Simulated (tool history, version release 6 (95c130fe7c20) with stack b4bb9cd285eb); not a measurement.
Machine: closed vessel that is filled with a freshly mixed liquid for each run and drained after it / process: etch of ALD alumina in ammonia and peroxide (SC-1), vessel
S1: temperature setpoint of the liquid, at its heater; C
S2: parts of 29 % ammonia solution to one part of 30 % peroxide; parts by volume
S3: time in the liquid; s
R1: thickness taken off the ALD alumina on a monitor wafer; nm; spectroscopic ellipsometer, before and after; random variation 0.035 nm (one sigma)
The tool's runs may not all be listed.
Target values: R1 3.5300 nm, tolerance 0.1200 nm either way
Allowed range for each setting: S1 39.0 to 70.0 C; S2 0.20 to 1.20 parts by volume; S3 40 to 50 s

{"run": 1, "hour": 0.0, "S1": 55.0, "S2": 0.9, "S3": 50, "R1": 4.1341}
{"run": 2, "hour": 6.7, "S1": 54.0, "S2": 0.9, "S3": 50, "R1": 3.9859}
{"run": 3, "hour": 11.6, "S1": 54.0, "S2": 1.05, "S3": 50, "R1": 4.0861}
{"run": 4, "hour": 18.0, "S1": 53.0, "S2": 1.05, "S3": 50, "R1": 3.7781}
{"run": 5, "hour": 22.9, "S1": 53.0, "S2": 1.05, "S3": 50, "R1": 3.868}
{"run": 6, "hour": 28.5, "S1": 53.0, "S2": 1.2, "S3": 50, "R1": 3.8384}
{"run": 7, "hour": 32.8, "S1": 52.5, "S2": 1.2, "S3": 50, "R1": 3.7407}
{"run": 8, "hour": 38.0, "S1": 52.0, "S2": 1.2, "S3": 50, "R1": 3.7173}

5 next moves are on the table. One of them brings every result within its allowed miss. Which?
{"run": "A", "hour": 43.2, "S1": 53.0, "S2": 1.15, "S3": 50, "R1": "?"}
{"run": "B", "hour": 43.2, "S1": 54.5, "S2": 1.2, "S3": 45, "R1": "?"}
{"run": "C", "hour": 43.2, "S1": 56.5, "S2": 1.05, "S3": 40, "R1": "?"}
{"run": "D", "hour": 43.2, "S1": 52.5, "S2": 1.0, "S3": 50, "R1": "?"}
{"run": "E", "hour": 43.2, "S1": 55.5, "S2": 1.2, "S3": 40, "R1": "?"}

move=A R1=3.8523
move=B R1=3.7723
move=C R1=3.6805
move=D R1=3.7002
move=E R1=3.5360
A: further off than the last run
B: further off than the last run
C: closer than the last run, but not yet in spec
D: closer than the last run, but not yet in spec
E: every result within its allowed miss
Correct choice: E, which meets every target
